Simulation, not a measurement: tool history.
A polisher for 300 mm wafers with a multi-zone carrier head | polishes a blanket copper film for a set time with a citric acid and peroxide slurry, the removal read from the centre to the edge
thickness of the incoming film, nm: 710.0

| run | hour | flow of slurry (ml/min) | pressure of the head's centre zone | pressure of the head's middle zone | pressure of the head's edge zone | abrasive content of the slurry | polishing time (s) | film removed at the wafer's centre (angstrom) | film removed at mid-radius (angstrom) | film removed at the wafer's edge (angstrom) |
|---|---|---|---|---|---|---|---|---|---|---|
| 1 | 0 | 255 | 1 | 1 | 1 | 1 | 51 | 1177.8 | 1104.5 | 1093.7 |
| 2 | 5.7 | 255 | 1 | 1 | 0.94 | 1 | 51 | 1169.9 | 1100.1 | 1021.6 |
| 3 | 13.4 | 265 | 1.03 | 1.06 | 0.97 | 1.1 | 52 | 1273.1 | 1177.7 | 1099.7 |
| 4 | 18.2 | 265 | 0.94 | 1.06 | 0.97 | 1.1 | 52 | 1158.3 | 1191.4 | 1089.4 |
| 5 | 21.6 | 295 | 0.94 | 1.06 | 0.97 | 1.1 | 52 | 1175.5 | 1229.4 | 1107.4 |
| 6 | 28 | 295 | 0.94 | 1.06 | 0.9 | 1.1 | 52 | 1157.8 | 1204.2 | 1064 |

Run 7 comes next. What will it give?
|  | 32.4 | centre zone pressure recalibrated |
| 7 | 32.4 | 310 | 0.97 | 1.1 | 0.92 | 1.2 | 53 | ? | ? | ? |

{"run 7": {"film removed at the wafer's centre (angstrom)": 1177.4, "film removed at mid-radius (angstrom)": 1318.7, "film removed at the wafer's edge (angstrom)": 1101.8}}
